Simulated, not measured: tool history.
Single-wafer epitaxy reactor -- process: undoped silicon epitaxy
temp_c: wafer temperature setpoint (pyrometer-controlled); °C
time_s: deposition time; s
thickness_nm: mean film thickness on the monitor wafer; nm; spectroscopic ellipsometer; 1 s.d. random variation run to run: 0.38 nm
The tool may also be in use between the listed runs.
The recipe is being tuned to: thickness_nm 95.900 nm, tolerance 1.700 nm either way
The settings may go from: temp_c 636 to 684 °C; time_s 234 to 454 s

run 1 day=0.000 | temp_c=660 time_s=344 | thickness_nm=75.764
run 2 day=0.025 | temp_c=660 time_s=301 | thickness_nm=66.005
run 3 day=0.288 | temp_c=652 time_s=301 | thickness_nm=56.730
run 4 day=0.592 | temp_c=652 time_s=256 | thickness_nm=48.375
run 5 day=0.746 | temp_c=652 time_s=234 | thickness_nm=44.161
run 6 day=0.979 | temp_c=657 time_s=241 | thickness_nm=50.412
run 7 day=1.183 | temp_c=661 time_s=246 | thickness_nm=55.306
run 8 day=1.238 | temp_c=665 time_s=251 | thickness_nm=60.275
run 9 day=1.529 | temp_c=668 time_s=256 | thickness_nm=65.338
run 10 day=1.625 | temp_c=671 time_s=260 | thickness_nm=70.568
run 11 day=1.992 | temp_c=683 time_s=272 | thickness_nm=91.596
run 12 day=2.229 | temp_c=683 time_s=273 | thickness_nm=91.565
run 13 day=2.254 | temp_c=683 time_s=274 | thickness_nm=92.175
run 14 day=2.483 | temp_c=683 time_s=275 | thickness_nm=92.741
run 15 day=2.808 | temp_c=683 time_s=276 | thickness_nm=92.590

Consider the 5 candidate settings below. Which is the only one whose results all fall within their allowed miss of target?
run A day=3.133 | temp_c=683 time_s=275 | thickness_nm=?
run B day=3.133 | temp_c=681 time_s=275 | thickness_nm=?
run C day=3.133 | temp_c=679 time_s=288 | thickness_nm=?
run D day=3.133 | temp_c=683 time_s=288 | thickness_nm=?
run E day=3.133 | temp_c=682 time_s=275 | thickness_nm=?

move=A thickness_nm=92.083
move=B thickness_nm=88.825
move=C thickness_nm=89.721
move=D thickness_nm=96.436
move=E thickness_nm=90.441
A: lands further from the targets than the last run did
B: lands further from the targets than the last run did
C: lands further from the targets than the last run did
D: hits every target within its allowed miss
E: lands further from the targets than the last run did
So the answer is move D, the one that meets all the targets.
